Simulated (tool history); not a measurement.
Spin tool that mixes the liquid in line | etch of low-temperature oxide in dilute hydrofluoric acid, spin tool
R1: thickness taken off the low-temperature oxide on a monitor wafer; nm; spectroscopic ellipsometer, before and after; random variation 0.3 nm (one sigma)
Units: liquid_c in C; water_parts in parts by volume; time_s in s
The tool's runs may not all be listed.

{"run": 1, "hour": 0.0, "liquid_c": 23.0, "water_parts": 120, "time_s": 210, "R1": 47.65}
{"run": 2, "hour": 7.5, "liquid_c": 24.0, "water_parts": 120, "time_s": 210, "R1": 49.565}
{"run": 3, "hour": 12.6, "liquid_c": 24.0, "water_parts": 90, "time_s": 210, "R1": 68.683}
{"run": 4, "hour": 14.9, "liquid_c": 24.0, "water_parts": 60, "time_s": 210, "R1": 106.8}
{"run": 5, "hour": 21.2, "liquid_c": 24.0, "water_parts": 35, "time_s": 210, "R1": 191.23}
{"run": 6, "hour": 23.0, "liquid_c": 23.0, "water_parts": 45, "time_s": 210, "R1": 139.56}
{"run": 7, "hour": 28.4, "liquid_c": 22.0, "water_parts": 50, "time_s": 210, "R1": 119.98}
{"run": 8, "hour": 29.4, "liquid_c": 22.0, "water_parts": 50, "time_s": 210, "R1": 119.83}
{"run": 9, "hour": 31.7, "liquid_c": 21.5, "water_parts": 55, "time_s": 210, "R1": 105.42}
{"run": 10, "hour": 35.5, "liquid_c": 17.5, "water_parts": 85, "time_s": 210, "R1": 56.04}
{"run": 11, "hour": 38.8, "liquid_c": 18.0, "water_parts": 85, "time_s": 210, "R1": 57.221}
{"run": 12, "hour": 42.7, "liquid_c": 18.5, "water_parts": 85, "time_s": 210, "R1": 58.479}

The next listed run, before its measurement:
{"run": 13, "hour": 46.4, "liquid_c": 19.5, "water_parts": 85, "time_s": 210, "R1": "?"}

Run 13 gave R1 60.939 nm.
